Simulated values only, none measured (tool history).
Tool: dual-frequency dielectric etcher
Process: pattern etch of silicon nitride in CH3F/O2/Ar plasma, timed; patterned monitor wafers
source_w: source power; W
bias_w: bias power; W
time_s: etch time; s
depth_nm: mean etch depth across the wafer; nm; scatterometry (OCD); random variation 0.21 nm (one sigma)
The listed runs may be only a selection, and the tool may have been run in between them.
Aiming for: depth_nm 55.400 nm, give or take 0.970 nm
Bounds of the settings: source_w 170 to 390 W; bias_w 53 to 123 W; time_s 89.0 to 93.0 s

run	hour	source_w	bias_w	time_s	depth_nm
1	0.0	280	88	89.0	63.061
2	2.5	270	87	89.0	61.390
3	7.4	270	93	89.0	62.956
4	11.2	260	92	89.0	61.775
5	18.3	260	92	89.0	62.341
6	26.5	250	91	89.0	61.053
7	30.1	240	90	89.0	59.903
8	32.9	180	87	89.0	53.743

Below are 4 possible settings for the next run. Only one of them brings all results inside the allowed miss of their targets. Which is it?
A	35.7	180	80	91.0	?
B	35.7	180	90	91.5	?
C	35.7	170	85	89.5	?
D	35.7	170	83	92.0	?

move	depth_nm
A	52.982
B	55.936
C	52.416
D	53.350
A: further off than the last run
B: hits every target within its allowed miss
C: further off than the last run
D: further off than the last run
Correct choice: B, which meets every target
